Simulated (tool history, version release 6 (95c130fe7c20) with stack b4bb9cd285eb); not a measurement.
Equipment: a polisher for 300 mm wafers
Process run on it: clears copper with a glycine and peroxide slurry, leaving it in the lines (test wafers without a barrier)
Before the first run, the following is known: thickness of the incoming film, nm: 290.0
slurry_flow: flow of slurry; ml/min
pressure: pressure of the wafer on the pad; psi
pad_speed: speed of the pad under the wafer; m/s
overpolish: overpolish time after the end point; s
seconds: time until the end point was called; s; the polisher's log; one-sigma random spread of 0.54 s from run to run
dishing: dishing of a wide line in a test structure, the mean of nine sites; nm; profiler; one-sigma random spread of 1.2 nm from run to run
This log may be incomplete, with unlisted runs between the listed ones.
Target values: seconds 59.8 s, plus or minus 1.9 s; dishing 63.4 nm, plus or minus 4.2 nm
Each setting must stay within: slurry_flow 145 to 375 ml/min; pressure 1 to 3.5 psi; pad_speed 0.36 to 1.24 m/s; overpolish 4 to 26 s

Run 1, hour 0: slurry_flow 240 ml/min, pressure 2.2 psi, pad_speed 0.8 m/s, overpolish 13 s. Result: seconds 75.665 s, dishing 35.043 nm.
Run 2, hour 2.4: slurry_flow 240 ml/min, pressure 2.4 psi, pad_speed 0.8 m/s, overpolish 15 s. Result: seconds 72.67 s, dishing 39.9 nm.
Run 3, hour 11.1: slurry_flow 240 ml/min, pressure 2.6 psi, pad_speed 0.8 m/s, overpolish 17 s. Result: seconds 71.57 s, dishing 45.996 nm.
Run 4, hour 13.4: slurry_flow 245 ml/min, pressure 2.8 psi, pad_speed 0.8 m/s, overpolish 18 s. Result: seconds 68.256 s, dishing 50.438 nm.
Run 5, hour 19: slurry_flow 245 ml/min, pressure 3 psi, pad_speed 0.8 m/s, overpolish 19 s. Result: seconds 64.374 s, dishing 54.184 nm.
Run 6, hour 21.1: slurry_flow 245 ml/min, pressure 3.3 psi, pad_speed 0.8 m/s, overpolish 19 s. Result: seconds 61.86 s, dishing 56.262 nm.
Run 7, hour 24.5: slurry_flow 245 ml/min, pressure 3.3 psi, pad_speed 0.8 m/s, overpolish 19 s. Result: seconds 62.591 s, dishing 54.963 nm.
Run 8, hour 32.7: slurry_flow 245 ml/min, pressure 3.3 psi, pad_speed 0.8 m/s, overpolish 19 s. Result: seconds 60.847 s, dishing 58.326 nm.

Of the 4 settings listed for the next run, only one would bring every result within its allowed miss of target. Which one?
Run A, hour 40.9: slurry_flow 260 ml/min, pressure 3.4 psi, pad_speed 0.82 m/s, overpolish 26 s. Result: seconds ?, dishing ?.
Run B, hour 40.9: slurry_flow 260 ml/min, pressure 3.4 psi, pad_speed 0.8 m/s, overpolish 21 s. Result: seconds ?, dishing ?.
Run C, hour 40.9: slurry_flow 250 ml/min, pressure 3.2 psi, pad_speed 0.98 m/s, overpolish 20 s. Result: seconds ?, dishing ?.
Run D, hour 40.9: slurry_flow 240 ml/min, pressure 2.6 psi, pad_speed 1.12 m/s, overpolish 21 s. Result: seconds ?, dishing ?.

move  seconds  dishing
   A   57.811   73.966
   B   58.772   62.854
   C   53.216   64.606
   D    54.67   64.615
A: takes the result that was furthest off past its target
B: hits every target within its allowed miss
C: brings the result that was furthest off to its target, and leaves another outside
D: brings the result that was furthest off to its target, and leaves another outside
Answer: B
